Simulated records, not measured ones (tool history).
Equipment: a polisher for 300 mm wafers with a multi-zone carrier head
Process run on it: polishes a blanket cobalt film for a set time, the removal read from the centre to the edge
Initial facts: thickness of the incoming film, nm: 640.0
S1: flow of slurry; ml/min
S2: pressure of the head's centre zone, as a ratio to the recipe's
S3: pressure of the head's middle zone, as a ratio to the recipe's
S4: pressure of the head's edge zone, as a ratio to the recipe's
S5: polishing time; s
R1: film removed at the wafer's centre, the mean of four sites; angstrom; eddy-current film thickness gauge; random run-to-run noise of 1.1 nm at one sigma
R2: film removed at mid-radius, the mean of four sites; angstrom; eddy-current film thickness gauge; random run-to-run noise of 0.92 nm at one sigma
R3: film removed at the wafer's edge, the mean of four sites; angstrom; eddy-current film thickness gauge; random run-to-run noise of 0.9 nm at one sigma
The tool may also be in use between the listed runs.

run	hour	S1	S2	S3	S4	S5	R1	R2	R3
1	0	210	1	1	1	31	1607.1	1612.4	1605.9
2	0.9	210	1	1	1	38	1942.9	2005.9	1999.7
3	3.8	210	1	1	1	41	2113.3	2153.5	2115.9
4	6.2	210	1	1.05	1	41	2068	2255.4	2156.9
5	11.8	195	0.95	1.01	0.96	35	1643.2	1837.8	1769.5
6	14.2	195	0.95	1.08	0.96	35	1653.1	1954.2	1772.4

Estimate the outcome of run 7 from the log above:
7	20.3	190	0.93	1.03	0.93	30	?	?	?

{"run 7": {"R1": 1404.7, "R2": 1609.2, "R3": 1498.3}}
